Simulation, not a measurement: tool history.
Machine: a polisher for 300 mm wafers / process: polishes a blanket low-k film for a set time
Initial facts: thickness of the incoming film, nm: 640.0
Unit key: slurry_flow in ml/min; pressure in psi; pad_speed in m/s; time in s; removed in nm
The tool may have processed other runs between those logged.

{"run": 1, "hour": 0.0, "slurry_flow": 175, "pressure": 1.2, "pad_speed": 0.92, "slurry_solids": 1, "time": 28, "removed": 6.0097}
{"run": 2, "hour": 8.4, "slurry_flow": 175, "pressure": 1.2, "pad_speed": 0.92, "slurry_solids": 0.85, "time": 28, "removed": 5.9878}
{"run": 3, "hour": 15.5, "slurry_flow": 175, "pressure": 1.2, "pad_speed": 0.7, "slurry_solids": 0.85, "time": 28, "removed": 4.7656}
{"run": 4, "hour": 22.6, "slurry_flow": 175, "pressure": 1.2, "pad_speed": 0.7, "slurry_solids": 1, "time": 28, "removed": 4.9453}
{"run": 5, "hour": 26.8, "slurry_flow": 175, "pressure": 1, "pad_speed": 0.7, "slurry_solids": 1, "time": 28, "removed": 4.1399}
{"run": 6, "hour": 35.3, "slurry_flow": 175, "pressure": 0.9, "pad_speed": 0.68, "slurry_solids": 1, "time": 28, "removed": 3.7015}

For run 7, what comes out?
{"run": 7, "hour": 40.2, "slurry_flow": 175, "pressure": 0.8, "pad_speed": 0.66, "slurry_solids": 1, "time": 28, "removed": "?"}

{"run 7": {"removed": 3.2006}}
